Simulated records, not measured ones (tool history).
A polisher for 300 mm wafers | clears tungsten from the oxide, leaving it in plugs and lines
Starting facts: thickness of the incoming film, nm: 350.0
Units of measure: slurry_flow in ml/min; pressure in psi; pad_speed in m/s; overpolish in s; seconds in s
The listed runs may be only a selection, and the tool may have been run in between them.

{"run": 1, "hour": 0.0, "slurry_flow": 140, "pressure": 2.3, "pad_speed": 1.04, "slurry_solids": 1.0, "overpolish": 35, "seconds": 129.32}
{"run": 2, "hour": 3.8, "slurry_flow": 160, "pressure": 2.3, "pad_speed": 1.04, "slurry_solids": 1.0, "overpolish": 35, "seconds": 129.1}
{"run": 3, "hour": 4.6, "slurry_flow": 160, "pressure": 2.0, "pad_speed": 1.04, "slurry_solids": 1.0, "overpolish": 35, "seconds": 141.88}
{"run": 4, "hour": 5.7, "slurry_flow": 160, "pressure": 2.0, "pad_speed": 1.04, "slurry_solids": 0.95, "overpolish": 35, "seconds": 145.91}
{"run": 5, "hour": 10.8, "slurry_flow": 160, "pressure": 2.0, "pad_speed": 1.04, "slurry_solids": 1.1, "overpolish": 35, "seconds": 139.89}
{"run": 6, "hour": 17.6, "slurry_flow": 185, "pressure": 2.0, "pad_speed": 1.04, "slurry_solids": 1.1, "overpolish": 35, "seconds": 138.21}
{"run": 7, "hour": 24.9, "slurry_flow": 185, "pressure": 1.7, "pad_speed": 0.88, "slurry_solids": 1.1, "overpolish": 35, "seconds": 184.62}
{"run": 8, "hour": 32.7, "slurry_flow": 185, "pressure": 1.5, "pad_speed": 0.78, "slurry_solids": 1.1, "overpolish": 35, "seconds": 219.42}
{"run": 9, "hour": 38.3, "slurry_flow": 185, "pressure": 1.4, "pad_speed": 0.7, "slurry_solids": 1.1, "overpolish": 35, "seconds": 258.38}
{"run": 10, "hour": 44.6, "slurry_flow": 180, "pressure": 1.3, "pad_speed": 0.68, "slurry_solids": 1.1, "overpolish": 35, "seconds": 278.87}
{"run": 11, "hour": 50.6, "slurry_flow": 170, "pressure": 1.2, "pad_speed": 0.68, "slurry_solids": 1.1, "overpolish": 35, "seconds": 294.0}
{"run": 12, "hour": 55.7, "slurry_flow": 165, "pressure": 1.1, "pad_speed": 0.66, "slurry_solids": 1.1, "overpolish": 35, "seconds": 327.36}
{"run": 13, "hour": 60.1, "slurry_flow": 160, "pressure": 1.1, "pad_speed": 0.66, "slurry_solids": 1.1, "overpolish": 35, "seconds": 326.74}
{"run": 14, "hour": 68.8, "slurry_flow": 160, "pressure": 1.1, "pad_speed": 0.66, "slurry_solids": 1.1, "overpolish": 35, "seconds": 329.6}

Estimate the outcome of run 15 from the log above:
{"run": 15, "hour": 75.5, "slurry_flow": 160, "pressure": 1.1, "pad_speed": 0.66, "slurry_solids": 1.1, "overpolish": 35, "seconds": "?"}

{"run 15": {"seconds": 329.99}}

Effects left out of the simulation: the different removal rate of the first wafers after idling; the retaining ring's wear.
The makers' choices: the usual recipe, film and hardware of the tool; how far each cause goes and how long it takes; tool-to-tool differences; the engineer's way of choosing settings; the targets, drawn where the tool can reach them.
